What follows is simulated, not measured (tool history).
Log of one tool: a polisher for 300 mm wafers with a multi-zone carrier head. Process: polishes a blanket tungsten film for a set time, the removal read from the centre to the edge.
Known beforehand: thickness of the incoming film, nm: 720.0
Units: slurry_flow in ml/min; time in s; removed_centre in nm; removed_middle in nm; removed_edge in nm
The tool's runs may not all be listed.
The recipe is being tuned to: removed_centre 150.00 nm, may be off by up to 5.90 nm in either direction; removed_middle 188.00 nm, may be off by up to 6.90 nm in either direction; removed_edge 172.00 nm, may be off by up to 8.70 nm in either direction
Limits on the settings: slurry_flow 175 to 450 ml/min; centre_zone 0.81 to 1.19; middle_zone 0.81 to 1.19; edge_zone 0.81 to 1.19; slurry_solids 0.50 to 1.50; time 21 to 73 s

run,hour,slurry_flow,centre_zone,middle_zone,edge_zone,slurry_solids,time,removed_centre,removed_middle,removed_edge
1,0.0,290,1.00,1.00,1.00,1.00,47,245.07,228.85,234.05
2,3.5,325,1.00,1.00,1.00,1.00,47,241.52,242.41,236.01
3,8.3,385,1.00,1.00,1.00,1.00,47,242.87,238.20,234.45
4,15.6,335,1.00,1.00,1.00,1.00,47,246.11,240.57,232.41
5,22.2,340,0.96,1.01,1.00,0.90,45,214.47,219.06,223.10
6,30.9,295,0.96,1.01,1.00,0.90,45,215.89,226.57,220.60
7,34.9,295,0.94,1.01,0.98,0.80,43,198.22,207.51,202.42
8,39.9,295,0.91,1.02,0.97,0.75,42,186.26,201.04,190.21
9,40.6,295,0.89,1.03,0.98,0.70,41,173.21,197.01,188.50
10,44.8,295,0.87,1.04,0.97,0.65,41,168.50,191.81,182.30
11,49.6,295,0.86,1.05,0.97,0.60,41,166.08,188.99,180.50
12,51.2,290,0.85,1.07,0.97,0.60,41,158.42,194.81,180.17
13,58.8,290,0.84,1.07,0.96,0.60,41,156.07,194.63,180.09
14,63.2,290,0.83,1.07,0.95,0.60,41,158.78,192.46,175.68
15,65.9,290,0.82,1.07,0.95,0.60,41,152.42,197.16,176.04

4 candidate next runs follow, results not yet known. Just one meets every target within its allowed miss. Identify it.
A,68.6,375,0.81,1.03,0.93,0.65,39,?,?,?
B,68.6,320,0.81,1.13,0.89,0.55,43,?,?,?
C,68.6,360,0.81,1.08,0.99,0.85,38,?,?,?
D,68.6,305,0.82,1.13,0.94,0.65,40,?,?,?

move,removed_centre,removed_middle,removed_edge
A,151.92,184.73,174.81
B,160.19,210.94,180.99
C,155.74,197.13,184.58
D,155.02,201.72,177.70
A: every result within its allowed miss
B: misses by more than the last run did
C: misses by more than the last run did
D: misses by more than the last run did
The move that meets every target is A.

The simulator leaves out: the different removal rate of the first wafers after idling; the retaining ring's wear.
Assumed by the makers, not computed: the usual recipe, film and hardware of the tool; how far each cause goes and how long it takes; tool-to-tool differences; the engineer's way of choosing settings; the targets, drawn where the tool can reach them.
